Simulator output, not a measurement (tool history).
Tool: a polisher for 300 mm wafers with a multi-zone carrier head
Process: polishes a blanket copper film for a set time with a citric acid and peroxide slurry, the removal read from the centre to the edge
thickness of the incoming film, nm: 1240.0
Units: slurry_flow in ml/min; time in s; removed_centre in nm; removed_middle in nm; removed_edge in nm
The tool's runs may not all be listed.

{"run": 1, "hour": 0.0, "slurry_flow": 220, "centre_zone": 1, "middle_zone": 1, "edge_zone": 1, "slurry_solids": 1, "time": 71, "removed_centre": 152.72, "removed_middle": 155.59, "removed_edge": 154.94}
{"run": 2, "hour": 1.3, "slurry_flow": 250, "centre_zone": 1, "middle_zone": 1, "edge_zone": 1, "slurry_solids": 1, "time": 71, "removed_centre": 156.62, "removed_middle": 158.31, "removed_edge": 159.38}
{"run": 3, "hour": 9.6, "slurry_flow": 220, "centre_zone": 0.96, "middle_zone": 1.02, "edge_zone": 0.94, "slurry_solids": 0.85, "time": 69, "removed_centre": 141.08, "removed_middle": 145.03, "removed_edge": 143.94}
{"run": 4, "hour": 18.0, "slurry_flow": 220, "centre_zone": 0.96, "middle_zone": 1.02, "edge_zone": 0.97, "slurry_solids": 0.85, "time": 69, "removed_centre": 139.44, "removed_middle": 146, "removed_edge": 145.21}
{"run": 5, "hour": 22.3, "slurry_flow": 170, "centre_zone": 0.96, "middle_zone": 1.02, "edge_zone": 0.97, "slurry_solids": 0.85, "time": 69, "removed_centre": 134.5, "removed_middle": 142.84, "removed_edge": 139.57}
{"run": 6, "hour": 30.6, "slurry_flow": 170, "centre_zone": 1.02, "middle_zone": 1.02, "edge_zone": 0.97, "slurry_solids": 0.85, "time": 69, "removed_centre": 145.23, "removed_middle": 145.1, "removed_edge": 143.39}
{"run": 7, "hour": 37.8, "slurry_flow": 160, "centre_zone": 0.97, "middle_zone": 1.07, "edge_zone": 0.93, "slurry_solids": 0.75, "time": 67, "removed_centre": 128.14, "removed_middle": 139.56, "removed_edge": 129.99}

The next listed run, before its measurement:
{"run": 8, "hour": 46.3, "slurry_flow": 150, "centre_zone": 0.94, "middle_zone": 1.09, "edge_zone": 0.9, "slurry_solids": 0.7, "time": 66, "removed_centre": "?", "removed_middle": "?", "removed_edge": "?"}

Run 8 gave removed_centre 120.5 nm, removed_middle 137.9 nm, removed_edge 124.25 nm.
